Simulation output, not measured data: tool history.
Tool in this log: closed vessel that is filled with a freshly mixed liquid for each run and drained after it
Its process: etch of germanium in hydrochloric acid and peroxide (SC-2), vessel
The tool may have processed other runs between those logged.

run	day	temperature setpoint of the liquid (K)	parts of water to one part each of 37 % hydrochloric acid and 30 % peroxide (parts by volume)	time in the liquid (s)	thickness taken off the germanium on a monitor wafer (angstrom)
1	0.000	329.15	5.5	95	1975.9
2	0.079	329.15	5.5	100	2058.6
3	0.254	329.15	7.0	100	2047.4
4	0.500	330.15	7.0	100	2057.8
5	0.554	331.15	7.0	100	2140.5
6	0.775	331.65	7.0	100	2177.1

The next listed run, before its measurement:
7	1.025	332.15	7.0	100	?

thickness taken off the germanium on a monitor wafer (angstrom): 2246.3
